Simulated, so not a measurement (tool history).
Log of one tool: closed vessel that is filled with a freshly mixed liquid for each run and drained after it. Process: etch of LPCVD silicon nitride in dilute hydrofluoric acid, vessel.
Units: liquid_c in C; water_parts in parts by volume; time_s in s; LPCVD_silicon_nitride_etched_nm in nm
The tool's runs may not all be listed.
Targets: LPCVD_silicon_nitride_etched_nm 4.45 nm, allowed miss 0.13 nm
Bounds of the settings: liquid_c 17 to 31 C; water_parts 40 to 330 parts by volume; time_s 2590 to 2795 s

run,hour,liquid_c,water_parts,time_s,LPCVD_silicon_nitride_etched_nm
1,0,23,185,2590,7.5001
2,2,23,145,2590,9.5698
3,6.3,20.5,145,2590,8.1139
4,8.8,20,155,2590,7.2825
5,13.2,20,155,2795,7.9619
6,21.6,19.5,165,2795,7.2493
7,25.6,19,170,2795,6.7875
8,28.6,18.5,175,2795,6.4234
9,32.4,18.5,180,2795,6.1939
10,33.9,18.5,185,2795,6.1266

Which of these 5 next moves meets every target?
A,35.4,17.5,190,2590,?
B,35.4,17.5,235,2725,?
C,35.4,22.5,160,2660,?
D,35.4,17,120,2590,?
E,35.4,22.5,195,2700,?

move,LPCVD_silicon_nitride_etched_nm
A,5.1038
B,4.3694
C,8.5827
D,7.7162
E,7.1572
A: nearer than the last run, and not there yet
B: meets every target
C: further off than the last run
D: further off than the last run
E: further off than the last run
The right move is B.

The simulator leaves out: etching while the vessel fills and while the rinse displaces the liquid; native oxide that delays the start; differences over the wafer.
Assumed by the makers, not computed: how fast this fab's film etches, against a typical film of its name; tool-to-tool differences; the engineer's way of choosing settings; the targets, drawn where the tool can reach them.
